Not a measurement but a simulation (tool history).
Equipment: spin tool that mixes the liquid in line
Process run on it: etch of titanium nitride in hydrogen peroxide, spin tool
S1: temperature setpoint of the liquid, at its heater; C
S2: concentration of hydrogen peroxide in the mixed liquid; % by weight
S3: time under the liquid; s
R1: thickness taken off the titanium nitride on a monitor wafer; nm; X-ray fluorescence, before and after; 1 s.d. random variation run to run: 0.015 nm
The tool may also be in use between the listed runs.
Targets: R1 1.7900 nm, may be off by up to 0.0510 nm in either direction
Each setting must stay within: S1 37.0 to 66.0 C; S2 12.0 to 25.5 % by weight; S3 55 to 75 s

run  hour    S1    S2  S3      R1
  1   0.0  53.0  17.5  75  2.1055
  2   6.7  52.5  17.5  75  2.0835
  3  15.4  52.0  17.5  75  2.0103
  4  17.8  52.0  17.5  75  1.9875
  5  23.6  51.5  17.5  75  1.9395
  6  24.6  51.5  19.0  75  1.9489
  7  27.3  51.0  19.0  75  1.8758
  8  34.5  51.0  19.0  75  1.9055

Which of these 5 next moves meets every target?
  A  41.7  51.0  20.0  75   ?
  B  41.7  51.5  16.5  75   ?
  C  41.7  56.0  18.5  55   ?
  D  41.7  51.5  15.5  75   ?
  E  41.7  50.0  19.5  75   ?

move      R1
   A  1.9201
   B  1.9108
   C  1.9723
   D  1.8859
   E  1.7771
A: its largest miss is bigger than the last run's
B: no nearer and no further than the last run
C: its largest miss is bigger than the last run's
D: moves toward the targets from the last run without getting all of them in spec
E: meets every target
Answer: E

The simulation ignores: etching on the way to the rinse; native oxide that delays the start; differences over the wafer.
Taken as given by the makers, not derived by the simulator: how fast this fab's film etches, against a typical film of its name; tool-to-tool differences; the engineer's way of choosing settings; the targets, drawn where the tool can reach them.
